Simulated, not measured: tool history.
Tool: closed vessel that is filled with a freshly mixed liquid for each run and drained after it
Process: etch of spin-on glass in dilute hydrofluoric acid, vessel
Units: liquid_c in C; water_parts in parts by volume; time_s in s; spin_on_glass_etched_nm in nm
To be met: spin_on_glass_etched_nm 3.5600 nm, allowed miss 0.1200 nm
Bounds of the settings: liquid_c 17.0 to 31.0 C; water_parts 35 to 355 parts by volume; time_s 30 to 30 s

Run 1, hour 0.0: liquid_c 23.0 C, water_parts 195 parts by volume, time_s 30 s. Result: spin_on_glass_etched_nm 4.5836 nm.
Run 2, hour 4.2: liquid_c 23.0 C, water_parts 145 parts by volume, time_s 30 s. Result: spin_on_glass_etched_nm 6.5866 nm.
Run 3, hour 4.8: liquid_c 25.0 C, water_parts 145 parts by volume, time_s 30 s. Result: spin_on_glass_etched_nm 7.1321 nm.
Run 4, hour 9.5: liquid_c 23.5 C, water_parts 155 parts by volume, time_s 30 s. Result: spin_on_glass_etched_nm 6.1519 nm.
Run 5, hour 12.4: liquid_c 22.5 C, water_parts 165 parts by volume, time_s 30 s. Result: spin_on_glass_etched_nm 5.6066 nm.
Run 6, hour 18.5: liquid_c 22.5 C, water_parts 165 parts by volume, time_s 30 s. Result: spin_on_glass_etched_nm 5.4463 nm.
Run 7, hour 21.7: liquid_c 21.5 C, water_parts 170 parts by volume, time_s 30 s. Result: spin_on_glass_etched_nm 5.1157 nm.
Run 8, hour 27.1: liquid_c 20.5 C, water_parts 175 parts by volume, time_s 30 s. Result: spin_on_glass_etched_nm 4.7694 nm.
Run 9, hour 33.7: liquid_c 20.0 C, water_parts 180 parts by volume, time_s 30 s. Result: spin_on_glass_etched_nm 4.5301 nm.
Run 10, hour 41.6: liquid_c 20.0 C, water_parts 180 parts by volume, time_s 30 s. Result: spin_on_glass_etched_nm 4.5009 nm.
Run 11, hour 50.5: liquid_c 19.5 C, water_parts 185 parts by volume, time_s 30 s. Result: spin_on_glass_etched_nm 4.3167 nm.
Run 12, hour 52.9: liquid_c 19.0 C, water_parts 190 parts by volume, time_s 30 s. Result: spin_on_glass_etched_nm 4.1154 nm.
Run 13, hour 58.9: liquid_c 18.5 C, water_parts 190 parts by volume, time_s 30 s. Result: spin_on_glass_etched_nm 3.9865 nm.
Run 14, hour 61.9: liquid_c 18.0 C, water_parts 190 parts by volume, time_s 30 s. Result: spin_on_glass_etched_nm 3.8593 nm.
Run 15, hour 64.7: liquid_c 17.5 C, water_parts 195 parts by volume, time_s 30 s. Result: spin_on_glass_etched_nm 3.7064 nm.

5 next moves are on the table. One of them brings every result within its allowed miss. Which?
Run A, hour 67.5: liquid_c 20.0 C, water_parts 195 parts by volume, time_s 30 s. Result: spin_on_glass_etched_nm ?.
Run B, hour 67.5: liquid_c 18.0 C, water_parts 190 parts by volume, time_s 30 s. Result: spin_on_glass_etched_nm ?.
Run C, hour 67.5: liquid_c 18.0 C, water_parts 185 parts by volume, time_s 30 s. Result: spin_on_glass_etched_nm ?.
Run D, hour 67.5: liquid_c 17.5 C, water_parts 205 parts by volume, time_s 30 s. Result: spin_on_glass_etched_nm ?.
Run E, hour 67.5: liquid_c 17.0 C, water_parts 185 parts by volume, time_s 30 s. Result: spin_on_glass_etched_nm ?.

move  spin_on_glass_etched_nm
   A                   4.1802
   B                   3.9859
   C                   4.1131
   D                   3.5714
   E                   3.9518
A: further off than the last run
B: further off than the last run
C: further off than the last run
D: meets every target
E: further off than the last run
Answer: D
